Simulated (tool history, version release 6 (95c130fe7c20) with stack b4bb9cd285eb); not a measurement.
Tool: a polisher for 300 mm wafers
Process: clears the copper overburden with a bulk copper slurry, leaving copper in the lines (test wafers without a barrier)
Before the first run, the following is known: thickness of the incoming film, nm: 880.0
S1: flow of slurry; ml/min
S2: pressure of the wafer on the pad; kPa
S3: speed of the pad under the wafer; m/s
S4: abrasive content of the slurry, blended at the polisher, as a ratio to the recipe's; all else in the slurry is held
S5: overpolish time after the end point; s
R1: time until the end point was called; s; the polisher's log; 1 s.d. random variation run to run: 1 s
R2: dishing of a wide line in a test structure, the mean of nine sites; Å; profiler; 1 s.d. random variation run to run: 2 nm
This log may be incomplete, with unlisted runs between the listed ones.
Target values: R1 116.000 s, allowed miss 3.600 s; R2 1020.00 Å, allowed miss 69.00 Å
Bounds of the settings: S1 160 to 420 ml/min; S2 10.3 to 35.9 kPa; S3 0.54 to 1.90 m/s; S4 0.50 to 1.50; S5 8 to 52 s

{"run": 1, "hour": 0.0, "S1": 270, "S2": 22.8, "S3": 1.22, "S4": 1.0, "S5": 26, "R1": 73.307, "R2": 1164.0}
{"run": 2, "hour": 7.2, "S1": 270, "S2": 20.7, "S3": 1.22, "S4": 1.0, "S5": 28, "R1": 79.89, "R2": 1115.9}
{"run": 3, "hour": 15.5, "S1": 270, "S2": 19.3, "S3": 1.22, "S4": 1.0, "S5": 30, "R1": 85.094, "R2": 1133.6}
{"run": 4, "hour": 21.7, "S1": 270, "S2": 24.1, "S3": 1.22, "S4": 1.0, "S5": 30, "R1": 69.268, "R2": 1264.3}
{"run": 5, "hour": 24.0, "S1": 270, "S2": 29.6, "S3": 1.22, "S4": 1.0, "S5": 30, "R1": 57.655, "R2": 1400.9}
{"run": 6, "hour": 26.6, "S1": 270, "S2": 29.6, "S3": 1.22, "S4": 0.85, "S5": 30, "R1": 59.52, "R2": 1359.7}
{"run": 7, "hour": 28.0, "S1": 270, "S2": 26.2, "S3": 1.22, "S4": 0.85, "S5": 31, "R1": 66.184, "R2": 1341.3}
{"run": 8, "hour": 32.8, "S1": 270, "S2": 23.4, "S3": 1.22, "S4": 0.85, "S5": 31, "R1": 73.752, "R2": 1219.3}
{"run": 9, "hour": 37.3, "S1": 270, "S2": 21.4, "S3": 1.22, "S4": 0.85, "S5": 32, "R1": 79.304, "R2": 1192.7}
{"run": 10, "hour": 44.5, "S1": 270, "S2": 19.3, "S3": 1.22, "S4": 0.85, "S5": 33, "R1": 85.484, "R2": 1183.4}
{"run": 11, "hour": 49.8, "S1": 270, "S2": 17.9, "S3": 1.22, "S4": 0.85, "S5": 33, "R1": 93.73, "R2": 1137.9}

5 candidate next runs follow, results not yet known. Just one meets every target within its allowed miss. Identify it.
{"run": "A", "hour": 55.1, "S1": 265, "S2": 16.5, "S3": 1.12, "S4": 0.85, "S5": 29, "R1": "?", "R2": "?"}
{"run": "B", "hour": 55.1, "S1": 265, "S2": 17.9, "S3": 0.98, "S4": 0.95, "S5": 21, "R1": "?", "R2": "?"}
{"run": "C", "hour": 55.1, "S1": 290, "S2": 14.5, "S3": 1.28, "S4": 0.75, "S5": 23, "R1": "?", "R2": "?"}
{"run": "D", "hour": 55.1, "S1": 265, "S2": 10.3, "S3": 1.52, "S4": 0.9, "S5": 37, "R1": "?", "R2": "?"}
{"run": "E", "hour": 55.1, "S1": 295, "S2": 16.5, "S3": 1.02, "S4": 0.95, "S5": 21, "R1": "?", "R2": "?"}

move=A R1=103.500 R2=1002.20
move=B R1=104.780 R2=856.65
move=C R1=105.320 R2=874.37
move=D R1=115.370 R2=974.94
move=E R1=107.350 R2=837.40
A: closes in on the targets versus the last run, not all within tolerance yet
B: closes in on the targets versus the last run, not all within tolerance yet
C: closes in on the targets versus the last run, not all within tolerance yet
D: in spec on every target
E: closes in on the targets versus the last run, not all within tolerance yet
Correct choice: D, which meets every target
